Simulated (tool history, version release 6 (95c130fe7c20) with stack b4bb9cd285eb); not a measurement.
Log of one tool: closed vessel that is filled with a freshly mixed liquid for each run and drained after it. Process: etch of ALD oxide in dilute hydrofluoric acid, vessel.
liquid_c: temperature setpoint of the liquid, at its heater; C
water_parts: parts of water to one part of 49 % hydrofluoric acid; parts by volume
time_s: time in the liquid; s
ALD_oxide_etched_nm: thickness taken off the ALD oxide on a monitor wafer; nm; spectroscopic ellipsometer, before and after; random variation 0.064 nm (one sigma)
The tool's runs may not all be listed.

| run | hour | liquid_c | water_parts | time_s | ALD_oxide_etched_nm |
|---|---|---|---|---|---|
| 1 | 0 | 26 | 285 | 35 | 1.9254 |
| 2 | 5.7 | 27 | 260 | 35 | 2.2766 |
| 3 | 13.4 | 27 | 260 | 35 | 2.2038 |
| 4 | 21.6 | 27.5 | 240 | 35 | 2.5594 |
| 5 | 25 | 27.5 | 200 | 35 | 3.2135 |
| 6 | 28.3 | 28 | 190 | 35 | 3.519 |
| 7 | 36.7 | 28.5 | 180 | 35 | 3.7797 |
| 8 | 43.2 | 29 | 170 | 35 | 4.1097 |
| 9 | 50.8 | 29.5 | 165 | 35 | 4.378 |
| 10 | 52.3 | 30 | 160 | 35 | 4.5787 |
| 11 | 56.3 | 34 | 65 | 35 | 15.198 |
|  | 63.2 | hydrofluoric acid flow meter replaced |
| 12 | 63.2 | 33.5 | 65 | 35 | 16.919 |

Forecast run 13:
| 13 | 70 | 32.5 | 65 | 35 | ? |

Run 13 gave ALD_oxide_etched_nm 16.348 nm.
